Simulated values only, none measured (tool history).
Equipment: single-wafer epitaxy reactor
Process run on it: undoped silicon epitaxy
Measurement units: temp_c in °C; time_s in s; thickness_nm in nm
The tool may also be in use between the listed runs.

run	hour	temp_c	time_s	thickness_nm
1	0.0	650	384	62.307
2	7.6	646	383	57.656
3	8.9	651	383	63.377
4	11.8	661	383	76.823
5	14.8	661	356	71.216
6	18.9	665	356	76.829
7	20.4	659	354	68.408
8	24.3	654	352	61.626
9	30.6	650	351	57.395

Predict the results of run 10:
10	35.1	646	350	?

thickness_nm: 53.055 nm
